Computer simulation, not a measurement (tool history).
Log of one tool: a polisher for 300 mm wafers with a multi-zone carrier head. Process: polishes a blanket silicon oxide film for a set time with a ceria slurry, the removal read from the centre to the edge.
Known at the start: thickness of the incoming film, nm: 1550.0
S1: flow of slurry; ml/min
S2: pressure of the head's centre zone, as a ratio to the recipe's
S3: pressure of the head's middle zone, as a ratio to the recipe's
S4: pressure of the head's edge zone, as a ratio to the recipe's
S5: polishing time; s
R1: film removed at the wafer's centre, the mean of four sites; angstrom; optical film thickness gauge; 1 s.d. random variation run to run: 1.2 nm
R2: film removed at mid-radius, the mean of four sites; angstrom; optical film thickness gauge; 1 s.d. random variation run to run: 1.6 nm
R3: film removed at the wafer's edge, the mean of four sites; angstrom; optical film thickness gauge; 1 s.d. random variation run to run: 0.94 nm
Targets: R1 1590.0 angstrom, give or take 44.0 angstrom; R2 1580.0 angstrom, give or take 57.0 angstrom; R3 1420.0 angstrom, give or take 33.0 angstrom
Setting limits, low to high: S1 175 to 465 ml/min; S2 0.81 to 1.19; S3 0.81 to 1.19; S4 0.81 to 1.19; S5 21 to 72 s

run 1 hour=0.0 | S1=295 S2=1.00 S3=1.00 S4=1.00 S5=46 | R1=1984.4 R2=2057.5 R3=2029.7
run 2 hour=7.7 | S1=295 S2=1.00 S3=1.00 S4=1.04 S5=46 | R1=2002.2 R2=2060.6 R3=2074.1
run 3 hour=15.5 | S1=295 S2=1.05 S3=1.00 S4=1.04 S5=46 | R1=2127.6 R2=2056.1 R3=2077.8
run 4 hour=18.4 | S1=300 S2=1.05 S3=1.01 S4=0.98 S5=42 | R1=1923.4 R2=1916.9 R3=1831.3
run 5 hour=22.7 | S1=295 S2=1.05 S3=1.00 S4=0.93 S5=40 | R1=1846.2 R2=1793.8 R3=1705.2
run 6 hour=27.2 | S1=270 S2=1.05 S3=1.00 S4=0.93 S5=40 | R1=1811.7 R2=1745.0 R3=1695.5
run 7 hour=35.7 | S1=270 S2=1.05 S3=1.01 S4=0.90 S5=38 | R1=1727.4 R2=1713.7 R3=1600.0
run 8 hour=38.0 | S1=270 S2=1.05 S3=1.01 S4=0.88 S5=37 | R1=1663.4 R2=1637.8 R3=1533.1
run 9 hour=39.6 | S1=260 S2=1.05 S3=1.02 S4=0.86 S5=37 | R1=1682.2 R2=1644.5 R3=1505.3
run 10 hour=47.5 | S1=245 S2=1.04 S3=1.02 S4=0.84 S5=37 | R1=1634.4 R2=1669.3 R3=1472.8
run 11 hour=52.3 | S1=235 S2=1.04 S3=1.01 S4=0.83 S5=37 | R1=1611.7 R2=1610.7 R3=1468.0
run 12 hour=53.4 | S1=235 S2=1.04 S3=1.01 S4=0.83 S5=37 | R1=1624.9 R2=1607.1 R3=1453.0
run 13 hour=62.1 | S1=225 S2=1.04 S3=1.01 S4=0.83 S5=37 | R1=1605.1 R2=1609.3 R3=1466.7

5 next moves are on the table. One of them brings every result within its allowed miss. Which?
run A hour=70.8 | S1=290 S2=1.08 S3=0.93 S4=0.87 S5=34 | R1=? R2=? R3=?
run B hour=70.8 | S1=250 S2=1.03 S3=0.99 S4=0.81 S5=36 | R1=? R2=? R3=?
run C hour=70.8 | S1=355 S2=1.01 S3=1.10 S4=0.81 S5=35 | R1=? R2=? R3=?
run D hour=70.8 | S1=225 S2=1.09 S3=0.84 S4=0.85 S5=38 | R1=? R2=? R3=?
run E hour=70.8 | S1=280 S2=1.10 S3=1.02 S4=0.84 S5=35 | R1=? R2=? R3=?

move=A R1=1592.6 R2=1418.3 R3=1394.8
move=B R1=1576.5 R2=1553.7 R3=1410.4
move=C R1=1568.4 R2=1713.5 R3=1409.2
move=D R1=1731.1 R2=1412.3 R3=1506.9
move=E R1=1663.7 R2=1569.6 R3=1407.5
A: corrects the largest miss of the last run, while another result sits out of spec
B: all results in spec
C: corrects the largest miss of the last run, while another result sits out of spec
D: its largest miss is bigger than the last run's
E: corrects the largest miss of the last run, while another result sits out of spec
Answer: B
